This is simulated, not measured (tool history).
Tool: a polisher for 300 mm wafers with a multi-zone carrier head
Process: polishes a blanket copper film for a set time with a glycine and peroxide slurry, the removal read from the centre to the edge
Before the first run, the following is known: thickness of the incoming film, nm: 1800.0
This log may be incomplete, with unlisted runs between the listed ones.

| run | hour | flow of slurry (ml/min) | pressure of the head's centre zone | pressure of the head's middle zone | pressure of the head's edge zone | polishing time (s) | film removed at the wafer's centre (Å) | film removed at mid-radius (Å) | film removed at the wafer's edge (Å) |
|---|---|---|---|---|---|---|---|---|---|
| 1 | 0.0 | 255 | 1.00 | 1.00 | 1.00 | 85 | 2677.7 | 2700.7 | 2672.5 |
| 2 | 3.0 | 255 | 0.97 | 1.00 | 1.00 | 85 | 2577.5 | 2659.0 | 2620.0 |
| 3 | 9.2 | 255 | 0.97 | 1.02 | 1.01 | 87 | 2676.0 | 2771.1 | 2735.4 |
| 4 | 18.1 | 255 | 0.97 | 0.94 | 1.01 | 87 | 2689.6 | 2611.7 | 2770.3 |
| 5 | 21.6 | 295 | 0.97 | 0.94 | 1.01 | 87 | 2731.3 | 2673.0 | 2755.9 |
| 6 | 24.9 | 295 | 0.97 | 0.96 | 1.02 | 90 | 2790.2 | 2880.9 | 2836.6 |

Predict the results of run 7:
| 7 | 33.4 | 290 | 0.97 | 0.97 | 1.03 | 92 | ? | ? | ? |

film removed at the wafer's centre (Å): 2880.5
film removed at mid-radius (Å): 2986.0
film removed at the wafer's edge (Å): 2951.0
